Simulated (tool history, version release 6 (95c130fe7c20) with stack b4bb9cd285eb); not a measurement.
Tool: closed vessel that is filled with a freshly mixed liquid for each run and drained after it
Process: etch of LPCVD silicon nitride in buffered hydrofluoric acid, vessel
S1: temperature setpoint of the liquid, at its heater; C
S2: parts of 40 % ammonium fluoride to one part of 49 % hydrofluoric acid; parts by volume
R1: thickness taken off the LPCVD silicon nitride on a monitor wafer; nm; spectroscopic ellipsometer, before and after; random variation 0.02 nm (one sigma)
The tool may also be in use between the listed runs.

run 1 hour=0 | S1=23 S2=11.5 time_in_the_liquid_(s)=830 | R1=9.327
run 2 hour=5.6 | S1=23 S2=11.5 time_in_the_liquid_(s)=830 | R1=9.3774
run 3 hour=7.7 | S1=23 S2=11.5 time_in_the_liquid_(s)=620 | R1=7.0031
run 4 hour=17.3 | S1=22 S2=11.5 time_in_the_liquid_(s)=620 | R1=6.6205
run 5 hour=22.9 | S1=22 S2=10 time_in_the_liquid_(s)=620 | R1=7.5845
run 6 hour=28.2 | S1=21 S2=10 time_in_the_liquid_(s)=620 | R1=7.1555
run 7 hour=33.2 | S1=21 S2=10 time_in_the_liquid_(s)=620 | R1=7.2079

Forecast run 8:
run 8 hour=41.2 | S1=20 S2=10 time_in_the_liquid_(s)=620 | R1=?

Run 8 gave R1 6.8274 nm.
